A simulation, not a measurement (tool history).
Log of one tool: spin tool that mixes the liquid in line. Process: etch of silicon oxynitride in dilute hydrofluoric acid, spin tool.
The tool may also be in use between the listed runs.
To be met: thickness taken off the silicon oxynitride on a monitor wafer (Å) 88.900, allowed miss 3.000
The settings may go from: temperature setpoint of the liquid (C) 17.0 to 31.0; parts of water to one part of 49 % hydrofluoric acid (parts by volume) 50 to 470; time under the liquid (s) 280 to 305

run  hour  temperature setpoint of the liquid (C)  parts of water to one part of 49 % hydrofluoric acid (parts by volume)  time under the liquid (s)  thickness taken off the silicon oxynitride on a monitor wafer (Å)
  1   0.0                                    23.0                                                                     260                        280                                                             48.829
  2   8.9                                    23.0                                                                     260                        305                                                             54.396
  3  11.6                                    23.0                                                                     310                        305                                                             44.313
  4  12.6                                    25.5                                                                     310                        305                                                             48.503
  5  14.2                                    25.5                                                                     220                        305                                                             73.538
  6  16.8                                    25.5                                                                     295                        305                                                             51.916
  7  22.1                                    25.5                                                                     295                        305                                                             50.949
     27.4  -- hydrofluoric acid flow meter replaced
  8  27.4                                    26.5                                                                     275                        305                                                             51.144
  9  33.7                                    25.5                                                                     250                        305                                                             54.636
 10  39.1                                    25.5                                                                     210                        305                                                             69.100

Which of these 4 next moves meets every target?
  A  44.5                                    29.5                                                                     195                        305                                                                  ?
  B  44.5                                    29.5                                                                     205                        305                                                                  ?
  C  44.5                                    24.5                                                                     170                        305                                                                  ?
  D  44.5                                    23.5                                                                     165                        305                                                                  ?

move  thickness taken off the silicon oxynitride on a monitor wafer (Å)
   A                                                             87.823
   B                                                             82.801
   C                                                             82.690
   D                                                             81.730
A: meets every target
B: nearer than the last run, and not there yet
C: nearer than the last run, and not there yet
D: nearer than the last run, and not there yet
The right move is A.

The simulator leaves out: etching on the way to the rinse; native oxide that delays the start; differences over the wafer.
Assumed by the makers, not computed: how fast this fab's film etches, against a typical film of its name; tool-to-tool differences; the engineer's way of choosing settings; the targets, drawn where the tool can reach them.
